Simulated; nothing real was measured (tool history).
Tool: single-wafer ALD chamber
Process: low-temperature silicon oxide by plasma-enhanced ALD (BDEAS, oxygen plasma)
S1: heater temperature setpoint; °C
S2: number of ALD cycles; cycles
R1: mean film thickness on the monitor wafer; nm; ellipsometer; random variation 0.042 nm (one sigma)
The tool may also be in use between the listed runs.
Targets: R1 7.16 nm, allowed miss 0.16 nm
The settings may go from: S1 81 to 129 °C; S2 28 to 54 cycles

Run 1, hour 0: S1 105 °C, S2 41 cycles. Result: R1 5.9149 nm.
Run 2, hour 7.6: S1 104 °C, S2 44 cycles. Result: R1 6.4547 nm.
Run 3, hour 11.1: S1 104 °C, S2 47 cycles. Result: R1 6.776 nm.
Run 4, hour 12.5: S1 102 °C, S2 48 cycles. Result: R1 6.9672 nm.
Run 5, hour 17.1: S1 107 °C, S2 48 cycles. Result: R1 6.9113 nm.
Run 6, hour 22.7: S1 107 °C, S2 44 cycles. Result: R1 6.2342 nm.
Run 7, hour 29.6: S1 101 °C, S2 45 cycles. Result: R1 6.5249 nm.
Run 8, hour 36.1: S1 100 °C, S2 46 cycles. Result: R1 6.7258 nm.
Run 9, hour 39.2: S1 98 °C, S2 47 cycles. Result: R1 6.8734 nm.

Which of these 5 next moves meets every target?
Run A, hour 42.3: S1 101 °C, S2 46 cycles. Result: R1 ?.
Run B, hour 42.3: S1 97 °C, S2 49 cycles. Result: R1 ?.
Run C, hour 42.3: S1 92 °C, S2 45 cycles. Result: R1 ?.
Run D, hour 42.3: S1 99 °C, S2 47 cycles. Result: R1 ?.
Run E, hour 42.3: S1 97 °C, S2 46 cycles. Result: R1 ?.

move      R1
   A  6.7832
   B  7.3095
   C  6.8271
   D  6.9634
   E   6.862
A: further off than the last run
B: meets every target
C: further off than the last run
D: nearer than the last run, and not there yet
E: as far off as the last run
The right move is B.
